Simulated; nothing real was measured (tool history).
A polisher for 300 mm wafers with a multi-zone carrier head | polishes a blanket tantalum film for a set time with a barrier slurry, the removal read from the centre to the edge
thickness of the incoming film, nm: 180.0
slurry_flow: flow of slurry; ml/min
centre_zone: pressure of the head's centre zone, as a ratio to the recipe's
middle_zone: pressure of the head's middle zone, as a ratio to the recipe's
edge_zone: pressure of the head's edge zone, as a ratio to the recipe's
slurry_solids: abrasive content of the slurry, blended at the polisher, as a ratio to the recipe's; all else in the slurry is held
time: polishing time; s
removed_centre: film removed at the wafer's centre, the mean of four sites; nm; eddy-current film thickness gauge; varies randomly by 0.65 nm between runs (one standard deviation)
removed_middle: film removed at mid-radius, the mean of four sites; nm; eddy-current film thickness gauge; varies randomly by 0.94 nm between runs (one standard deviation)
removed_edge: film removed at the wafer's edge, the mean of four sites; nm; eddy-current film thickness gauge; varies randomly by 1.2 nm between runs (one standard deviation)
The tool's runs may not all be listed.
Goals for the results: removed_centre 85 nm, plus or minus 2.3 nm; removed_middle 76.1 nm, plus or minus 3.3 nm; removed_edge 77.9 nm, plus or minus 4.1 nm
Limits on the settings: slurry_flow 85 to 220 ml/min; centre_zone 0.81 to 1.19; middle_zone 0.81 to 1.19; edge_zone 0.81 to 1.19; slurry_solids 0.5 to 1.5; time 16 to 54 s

run,hour,slurry_flow,centre_zone,middle_zone,edge_zone,slurry_solids,time,removed_centre,removed_middle,removed_edge
1,0,140,1,1,1,1,35,69.372,67.899,66.342
2,5.7,140,1.08,1,1,1,35,73.264,68.643,67.892
3,12.1,155,1.09,1,1.02,1,35,76.238,69.388,67.689
4,13,150,1.09,1,1.04,1.1,35,76.574,70.788,70.058
5,17.1,155,1.1,1,1.06,1.15,35,78.74,71.609,71.708
6,23.2,160,1.1,1,1.08,1.2,35,79.733,72.937,73.946
7,26.5,165,1.1,1,1.09,1.2,35,81.151,71.928,74.143
8,29,170,1.1,1.01,1.1,1.25,35,82.164,75.357,74.847
9,34.5,170,1.1,1.01,1.11,1.25,35,80.57,75.179,75.344

Exactly one of the 5 candidate moves below puts every result within its allowed miss. Which one?
A,40,150,1.02,0.94,1.18,1.5,35,?,?,?
B,40,195,1.11,0.99,1.1,1.45,34,?,?,?
C,40,170,1.1,1.05,1.14,1.25,34,?,?,?
D,40,170,1.08,0.98,1.08,1.15,35,?,?,?
E,40,220,1.14,1.14,1.08,1.1,35,?,?,?

move,removed_centre,removed_middle,removed_edge
A,78.02,69.951,79
B,84.933,73.168,75.498
C,79.928,73.118,73.415
D,79.331,69.677,72.211
E,85.851,81.127,73.112
A: its largest miss is bigger than the last run's
B: in spec on every target
C: its largest miss is bigger than the last run's
D: its largest miss is bigger than the last run's
E: puts the biggest miss on target and leaves a different result outside tolerance
Correct choice: B, which meets every target
